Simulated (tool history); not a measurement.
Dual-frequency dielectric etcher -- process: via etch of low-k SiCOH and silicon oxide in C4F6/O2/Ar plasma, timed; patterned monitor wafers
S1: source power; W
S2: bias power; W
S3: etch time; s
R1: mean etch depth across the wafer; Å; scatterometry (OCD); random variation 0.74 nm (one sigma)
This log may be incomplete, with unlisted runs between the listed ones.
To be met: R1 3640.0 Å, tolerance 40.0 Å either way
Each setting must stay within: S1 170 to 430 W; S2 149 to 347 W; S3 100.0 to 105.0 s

run	hour	S1	S2	S3	R1
1	0.0	300	248	100.0	2959.4
2	2.5	330	257	100.0	3154.1
3	9.4	330	214	100.0	2867.2
4	12.3	330	214	105.0	3004.8
5	13.3	330	193	105.0	2858.7
6	20.2	330	166	105.0	2628.3
7	21.8	360	185	105.0	2891.0
8	24.9	380	201	105.0	3090.4
9	27.2	390	212	105.0	3207.4
10	28.5	430	262	105.0	3700.7

Which single option among these 4 for the next run brings every result within its allowed miss of target? Just one does.
A	29.8	410	284	101.5	?
B	29.8	430	269	100.0	?
C	29.8	430	256	101.5	?
D	29.8	430	272	104.0	?

move	R1
A	3670.9
B	3591.0
C	3558.5
D	3754.7
A: hits every target within its allowed miss
B: the result that was furthest off in the last run now lies on the other side of its target
C: the result that was furthest off in the last run now lies on the other side of its target
D: moves away from the targets compared with the last run
Answer: A

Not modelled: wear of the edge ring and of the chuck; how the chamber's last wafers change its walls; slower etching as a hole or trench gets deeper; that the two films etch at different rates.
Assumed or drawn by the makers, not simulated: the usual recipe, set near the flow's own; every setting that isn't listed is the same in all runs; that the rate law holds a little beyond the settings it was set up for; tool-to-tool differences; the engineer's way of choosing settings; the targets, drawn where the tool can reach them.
